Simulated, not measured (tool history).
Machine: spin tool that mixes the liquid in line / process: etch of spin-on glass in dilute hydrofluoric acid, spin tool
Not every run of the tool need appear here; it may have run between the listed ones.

run	hour	temperature setpoint of the liquid (K)	parts of water to one part of 49 % hydrofluoric acid (parts by volume)	time under the liquid (s)	thickness taken off the spin-on glass on a monitor wafer (nm)
1	0.0	294.15	55	45	24.427
2	5.4	294.15	65	45	20.041
3	10.6	293.65	65	45	20.062
4	18.4	293.65	50	45	25.715
5	19.4	293.65	50	50	28.636
6	26.1	293.65	60	50	24.173

Run 7, settings as shown, results not yet in. Your forecast:
7	29.3	290.15	85	50	?

thickness taken off the spin-on glass on a monitor wafer (nm): 14.174
